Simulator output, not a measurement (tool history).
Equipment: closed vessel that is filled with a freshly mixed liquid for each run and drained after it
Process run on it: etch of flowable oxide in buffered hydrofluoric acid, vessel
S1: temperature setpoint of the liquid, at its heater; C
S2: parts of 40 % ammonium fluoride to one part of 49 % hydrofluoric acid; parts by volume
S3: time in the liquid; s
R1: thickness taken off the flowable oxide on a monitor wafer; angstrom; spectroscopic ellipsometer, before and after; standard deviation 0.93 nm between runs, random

run	hour	S1	S2	S3	R1
1	0	21	9	30	1614.3
2	6.1	22.5	9	30	1721.6
3	14.7	22.5	11	30	1480.8
4	23.9	19.5	11	30	1240.4
5	32	19	11	30	1225
6	37.2	19	9	30	1423
7	41	18.5	9.5	30	1328.6
8	46.4	18.5	10	30	1276.7

Run 9 is up next; what results do you expect?
9	48.8	17.5	11	30	?

R1: 1113.3 angstrom

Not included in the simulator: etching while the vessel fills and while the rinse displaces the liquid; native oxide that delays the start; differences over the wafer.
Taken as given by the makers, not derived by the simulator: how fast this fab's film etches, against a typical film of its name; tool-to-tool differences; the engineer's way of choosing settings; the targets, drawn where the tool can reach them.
